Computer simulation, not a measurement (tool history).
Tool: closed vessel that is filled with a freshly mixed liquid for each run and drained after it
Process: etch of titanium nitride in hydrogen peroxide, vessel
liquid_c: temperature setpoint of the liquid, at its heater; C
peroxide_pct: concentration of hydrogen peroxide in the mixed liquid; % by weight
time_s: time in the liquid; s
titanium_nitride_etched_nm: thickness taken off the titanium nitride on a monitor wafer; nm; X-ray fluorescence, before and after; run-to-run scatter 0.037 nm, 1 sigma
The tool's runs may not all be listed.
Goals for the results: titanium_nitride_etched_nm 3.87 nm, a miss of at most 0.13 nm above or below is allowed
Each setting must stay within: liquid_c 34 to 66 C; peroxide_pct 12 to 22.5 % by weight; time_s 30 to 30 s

run 1 day=0 | liquid_c=50 peroxide_pct=15.5 time_s=30 | titanium_nitride_etched_nm=1.8297
run 2 day=0.158 | liquid_c=50 peroxide_pct=17 time_s=30 | titanium_nitride_etched_nm=1.8363
run 3 day=0.308 | liquid_c=52 peroxide_pct=17 time_s=30 | titanium_nitride_etched_nm=2.1537
run 4 day=0.462 | liquid_c=52 peroxide_pct=17 time_s=30 | titanium_nitride_etched_nm=2.1112
run 5 day=0.738 | liquid_c=52 peroxide_pct=17 time_s=30 | titanium_nitride_etched_nm=2.1556
run 6 day=0.908 | liquid_c=53.5 peroxide_pct=17 time_s=30 | titanium_nitride_etched_nm=2.3632
run 7 day=1.204 | liquid_c=55 peroxide_pct=17 time_s=30 | titanium_nitride_etched_nm=2.581
run 8 day=1.325 | liquid_c=56 peroxide_pct=17 time_s=30 | titanium_nitride_etched_nm=2.8009
run 9 day=1.646 | liquid_c=57 peroxide_pct=17 time_s=30 | titanium_nitride_etched_nm=3.0106
run 10 day=2.017 | liquid_c=57.5 peroxide_pct=17 time_s=30 | titanium_nitride_etched_nm=3.1647
run 11 day=2.229 | liquid_c=58 peroxide_pct=17 time_s=30 | titanium_nitride_etched_nm=3.2491
run 12 day=2.575 | liquid_c=58.5 peroxide_pct=17 time_s=30 | titanium_nitride_etched_nm=3.3767
run 13 day=2.875 | liquid_c=59 peroxide_pct=17 time_s=30 | titanium_nitride_etched_nm=3.4728

Next run, 4 choices. One meets every target within its allowed miss, the rest don't. Which?
run A day=3.175 | liquid_c=60.5 peroxide_pct=17 time_s=30 | titanium_nitride_etched_nm=?
run B day=3.175 | liquid_c=57.5 peroxide_pct=15 time_s=30 | titanium_nitride_etched_nm=?
run C day=3.175 | liquid_c=58.5 peroxide_pct=16 time_s=30 | titanium_nitride_etched_nm=?
run D day=3.175 | liquid_c=58.5 peroxide_pct=17 time_s=30 | titanium_nitride_etched_nm=?

move=A titanium_nitride_etched_nm=3.7964
move=B titanium_nitride_etched_nm=3.0117
move=C titanium_nitride_etched_nm=3.2704
move=D titanium_nitride_etched_nm=3.3126
A: all results in spec
B: its largest miss is bigger than the last run's
C: its largest miss is bigger than the last run's
D: its largest miss is bigger than the last run's
A is the move that brings every result within its allowed miss.

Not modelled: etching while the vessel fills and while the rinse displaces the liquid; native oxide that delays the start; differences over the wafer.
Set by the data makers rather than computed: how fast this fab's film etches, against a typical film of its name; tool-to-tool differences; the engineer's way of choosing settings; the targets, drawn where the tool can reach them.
